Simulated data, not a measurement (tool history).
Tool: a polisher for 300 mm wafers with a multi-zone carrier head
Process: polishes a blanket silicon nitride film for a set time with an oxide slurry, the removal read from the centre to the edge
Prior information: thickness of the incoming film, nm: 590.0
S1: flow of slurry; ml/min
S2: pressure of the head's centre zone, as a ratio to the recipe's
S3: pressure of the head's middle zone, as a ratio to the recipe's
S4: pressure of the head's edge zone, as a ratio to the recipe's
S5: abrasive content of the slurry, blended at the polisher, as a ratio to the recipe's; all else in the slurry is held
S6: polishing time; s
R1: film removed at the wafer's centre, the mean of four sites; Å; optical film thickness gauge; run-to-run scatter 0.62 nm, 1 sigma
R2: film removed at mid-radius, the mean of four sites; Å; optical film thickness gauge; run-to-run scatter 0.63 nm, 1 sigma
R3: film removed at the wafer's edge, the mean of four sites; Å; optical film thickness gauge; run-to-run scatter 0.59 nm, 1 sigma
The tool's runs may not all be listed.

{"run": 1, "hour": 0.0, "S1": 290, "S2": 1, "S3": 1, "S4": 1, "S5": 1, "S6": 51, "R1": 340.86, "R2": 326.21, "R3": 330.25}
{"run": 2, "hour": 7.3, "S1": 290, "S2": 1, "S3": 1, "S4": 1, "S5": 0.9, "S6": 51, "R1": 315.97, "R2": 310.22, "R3": 320.3}
{"run": 3, "hour": 8.6, "S1": 290, "S2": 1.01, "S3": 1.02, "S4": 1.01, "S5": 1, "S6": 51, "R1": 343.99, "R2": 332.92, "R3": 326.73}
{"run": 4, "hour": 15.4, "S1": 290, "S2": 1.01, "S3": 1.02, "S4": 1.01, "S5": 1.1, "S6": 51, "R1": 351.39, "R2": 348.82, "R3": 346.5}
{"run": 5, "hour": 22.1, "S1": 295, "S2": 1.03, "S3": 1.03, "S4": 1.01, "S5": 1.15, "S6": 52, "R1": 376.32, "R2": 365.17, "R3": 358.37}
{"run": 6, "hour": 25.7, "S1": 320, "S2": 1.03, "S3": 1.03, "S4": 1.01, "S5": 1.15, "S6": 52, "R1": 375.07, "R2": 364.55, "R3": 375.4}
{"run": 7, "hour": 30.8, "S1": 310, "S2": 1.05, "S3": 1.04, "S4": 1.01, "S5": 1.2, "S6": 53, "R1": 400.51, "R2": 384.59, "R3": 379.59}
{"run": 8, "hour": 39.0, "S1": 310, "S2": 1.06, "S3": 1.05, "S4": 1.01, "S5": 1.25, "S6": 53, "R1": 413.04, "R2": 392.17, "R3": 387.25}
{"run": 9, "hour": 42.6, "S1": 310, "S2": 1.07, "S3": 1.06, "S4": 1.01, "S5": 1.3, "S6": 53, "R1": 437.29, "R2": 408.33, "R3": 396.54}
{"run": 10, "hour": 44.5, "S1": 310, "S2": 1.08, "S3": 1.07, "S4": 1.01, "S5": 1.35, "S6": 53, "R1": 436.75, "R2": 416.01, "R3": 404.39}

For run 11, what comes out?
{"run": 11, "hour": 45.5, "S1": 310, "S2": 1.09, "S3": 1.08, "S4": 1.01, "S5": 1.35, "S6": 53, "R1": "?", "R2": "?", "R3": "?"}

R1: 440.21 Å
R2: 406.18 Å
R3: 394.8 Å

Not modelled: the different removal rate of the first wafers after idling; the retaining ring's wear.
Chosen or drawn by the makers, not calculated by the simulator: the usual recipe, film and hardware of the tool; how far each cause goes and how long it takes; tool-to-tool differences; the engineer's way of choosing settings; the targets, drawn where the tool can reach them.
